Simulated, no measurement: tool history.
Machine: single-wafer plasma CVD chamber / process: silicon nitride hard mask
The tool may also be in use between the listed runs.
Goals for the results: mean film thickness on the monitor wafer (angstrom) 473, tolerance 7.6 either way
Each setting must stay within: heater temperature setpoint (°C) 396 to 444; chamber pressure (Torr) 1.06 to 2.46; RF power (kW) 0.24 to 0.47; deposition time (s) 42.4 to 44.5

run,day,heater temperature setpoint (°C),chamber pressure (Torr),RF power (kW),deposition time (s),mean film thickness on the monitor wafer (angstrom)
1,0,420,1.76,0.355,44.5,602.45
2,0.042,420,1.69,0.345,44.4,573.43
3,0.242,420,1.69,0.345,42.4,549.48
4,0.471,420,1.43,0.345,42.4,508.26
5,0.592,420,1.43,0.345,42.4,503.9
6,0.825,420,1.41,0.345,42.4,504.11
7,0.942,420,1.39,0.345,42.4,498.92
8,1.058,420,1.37,0.345,42.4,497.66
9,1.242,420,1.35,0.345,42.4,490.34
10,1.329,420,1.34,0.345,42.4,488.01
11,1.612,420,1.33,0.345,42.4,483.77
12,1.783,420,1.2,0.34,42.4,453
13,1.892,420,1.35,0.34,42.4,487.25
14,2.171,420,1.34,0.34,42.4,483.11
15,2.25,420,1.22,0.335,42.4,446.25
16,2.404,420,1.24,0.335,42.4,454.81
17,2.733,420,1.25,0.335,42.4,457.21
18,2.962,420,1.26,0.335,42.4,460.91
19,2.992,420,1.27,0.335,42.4,461.5
20,3.071,420,1.42,0.34,42.4,500.49

Exercise: of the 5 proposed moves below, exactly one satisfies all targets within the stated allowed misses. Which move is it?
A,3.15,423,1.26,0.325,43,?
B,3.15,424,1.44,0.32,42.4,?
C,3.15,422,1.36,0.32,42.4,?
D,3.15,423,1.43,0.35,42.4,?
E,3.15,419,1.35,0.315,42.4,?

move,mean film thickness on the monitor wafer (angstrom)
A,452.51
B,475.27
C,461.35
D,511.69
E,453.67
A: pushes the last run's worst result past its target
B: meets every target
C: pushes the last run's worst result past its target
D: lands further from the targets than the last run did
E: pushes the last run's worst result past its target
Go with B: it meets all targets.
